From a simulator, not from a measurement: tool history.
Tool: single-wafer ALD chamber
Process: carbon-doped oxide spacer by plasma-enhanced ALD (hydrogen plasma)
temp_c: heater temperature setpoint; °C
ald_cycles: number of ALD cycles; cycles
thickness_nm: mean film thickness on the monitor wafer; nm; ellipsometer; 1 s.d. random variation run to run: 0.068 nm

run 1 hour=0.0 | temp_c=405 ald_cycles=358 | thickness_nm=16.865
run 2 hour=6.1 | temp_c=395 ald_cycles=358 | thickness_nm=17.273
run 3 hour=11.1 | temp_c=395 ald_cycles=338 | thickness_nm=16.441
run 4 hour=14.2 | temp_c=388 ald_cycles=338 | thickness_nm=16.426
run 5 hour=20.0 | temp_c=388 ald_cycles=359 | thickness_nm=17.389
run 6 hour=22.7 | temp_c=388 ald_cycles=377 | thickness_nm=18.226

What will run 7 give?
run 7 hour=29.4 | temp_c=383 ald_cycles=434 | thickness_nm=?

thickness_nm: 21.060 nm
